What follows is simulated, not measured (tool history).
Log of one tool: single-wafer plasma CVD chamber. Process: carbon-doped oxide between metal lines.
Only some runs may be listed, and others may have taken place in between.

run    day  heater temperature setpoint (°C)  chamber pressure (Torr)  RF power (kW)  deposition time (s)  mean film thickness on the monitor wafer (angstrom)
  1  0.000                               370                     6.72          0.380                 11.9                                               480.66
  2  0.121                               368                     6.92          0.395                 11.9                                               504.16
  3  0.233                               368                     6.92          0.395                 11.9                                               499.44
  4  0.325                               357                     6.92          0.395                 11.9                                               516.50
  5  0.425                               356                     7.07          0.405                 11.9                                               528.25
  6  0.688                               355                     7.17          0.410                 11.9                                               537.64
  7  0.804                               354                     7.31          0.415                 11.9                                               543.23
  8  0.925                               354                     7.31          0.415                 11.9                                               542.74
  9  1.117                               353                     7.35          0.420                 11.9                                               549.78
 10  1.142                               352                     7.39          0.425                 11.9                                               559.60

Run 11 comes next. What will it give?
 11  1.275                               351                     7.44          0.425                 11.9                                                    ?

Run 11 measured mean film thickness on the monitor wafer (angstrom) 558.67.
